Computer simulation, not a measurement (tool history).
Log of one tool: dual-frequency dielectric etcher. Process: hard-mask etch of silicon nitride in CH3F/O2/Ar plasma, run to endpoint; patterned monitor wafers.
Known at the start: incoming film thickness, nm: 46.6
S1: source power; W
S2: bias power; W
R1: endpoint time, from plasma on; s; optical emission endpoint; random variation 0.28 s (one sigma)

| run | hour | S1 | S2 | R1 |
|---|---|---|---|---|
| 1 | 0.0 | 350 | 76 | 69.824 |
| 2 | 4.4 | 350 | 64 | 72.543 |
| 3 | 8.8 | 350 | 51 | 76.025 |
| 4 | 15.2 | 300 | 51 | 80.224 |
| 5 | 22.5 | 360 | 59 | 73.049 |
| 6 | 27.1 | 360 | 49 | 75.982 |
| 7 | 28.4 | 400 | 56 | 71.931 |
| 8 | 30.9 | 430 | 64 | 67.847 |
| 9 | 37.5 | 450 | 68 | 66.073 |
| 10 | 41.4 | 450 | 68 | 66.490 |
| 11 | 44.9 | 460 | 73 | 64.607 |

Run 12 comes next. What will it give?
| 12 | 48.0 | 470 | 76 | ? |

{"run 12": {"R1": 63.488}}
